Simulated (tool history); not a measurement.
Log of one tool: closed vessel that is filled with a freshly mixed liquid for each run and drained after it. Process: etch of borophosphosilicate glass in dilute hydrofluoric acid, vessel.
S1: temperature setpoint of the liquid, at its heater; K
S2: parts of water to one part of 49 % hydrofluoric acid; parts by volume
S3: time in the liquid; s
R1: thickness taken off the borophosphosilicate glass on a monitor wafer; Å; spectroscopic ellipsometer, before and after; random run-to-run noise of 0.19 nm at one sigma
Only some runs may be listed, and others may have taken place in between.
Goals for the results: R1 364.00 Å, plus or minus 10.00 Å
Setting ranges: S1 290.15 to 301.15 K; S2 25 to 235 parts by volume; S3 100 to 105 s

run,hour,S1,S2,S3,R1
1,0.0,293.15,130,100,183.49
2,1.2,293.15,130,105,192.24
3,7.4,293.15,90,105,290.13
4,10.1,293.15,115,105,220.60
5,15.3,293.15,145,105,170.55
6,18.0,293.15,120,105,211.07
7,24.3,294.65,115,105,237.09
8,32.4,295.65,110,105,257.16
9,37.0,296.65,105,105,281.21
10,39.7,296.65,105,105,281.99
11,48.8,297.65,105,105,293.94
12,53.6,298.15,105,105,299.19
13,58.4,298.65,105,105,305.66
14,67.2,299.15,105,105,314.05
15,72.9,299.65,105,105,319.63
16,82.0,300.15,105,105,324.78

Exactly one of the 5 candidate moves below puts every result within its allowed miss. Which one?
A,91.1,297.15,90,105,?
B,91.1,301.15,100,100,?
C,91.1,292.15,70,105,?
D,91.1,299.15,85,105,?
E,91.1,298.65,95,105,?

move,R1
A,344.53
B,340.79
C,369.43
D,397.43
E,344.17
A: gains on the last run, yet a result remains outside its allowed miss
B: gains on the last run, yet a result remains outside its allowed miss
C: meets every target
D: takes the result that was furthest off past its target
E: gains on the last run, yet a result remains outside its allowed miss
Move C is the one to make.

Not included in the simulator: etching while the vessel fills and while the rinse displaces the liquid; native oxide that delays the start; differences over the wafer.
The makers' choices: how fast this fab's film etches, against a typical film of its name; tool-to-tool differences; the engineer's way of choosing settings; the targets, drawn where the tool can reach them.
